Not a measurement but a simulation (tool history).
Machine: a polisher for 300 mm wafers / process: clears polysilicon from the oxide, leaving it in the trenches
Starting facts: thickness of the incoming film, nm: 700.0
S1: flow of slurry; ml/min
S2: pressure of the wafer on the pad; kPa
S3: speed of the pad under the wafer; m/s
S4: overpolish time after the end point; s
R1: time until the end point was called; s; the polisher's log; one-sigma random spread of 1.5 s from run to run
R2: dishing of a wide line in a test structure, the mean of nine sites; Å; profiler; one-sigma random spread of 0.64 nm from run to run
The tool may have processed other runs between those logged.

run	hour	S1	S2	S3	S4	R1	R2
1	0.0	300	15.9	1.28	17	44.118	546.03
2	0.6	300	13.1	1.28	17	53.483	544.00
3	1.5	300	13.1	1.20	16	56.755	534.59
4	9.7	300	13.1	1.12	15	59.806	522.10
5	18.3	350	13.1	1.12	15	60.671	515.57
6	25.7	365	13.1	1.06	14	62.773	513.93
7	33.4	380	13.1	1.00	13	66.367	497.63

Predict the results of run 8:
8	37.4	390	13.1	0.94	12	?	?

{"run 8": {"R1": 71.098, "R2": 470.89}}

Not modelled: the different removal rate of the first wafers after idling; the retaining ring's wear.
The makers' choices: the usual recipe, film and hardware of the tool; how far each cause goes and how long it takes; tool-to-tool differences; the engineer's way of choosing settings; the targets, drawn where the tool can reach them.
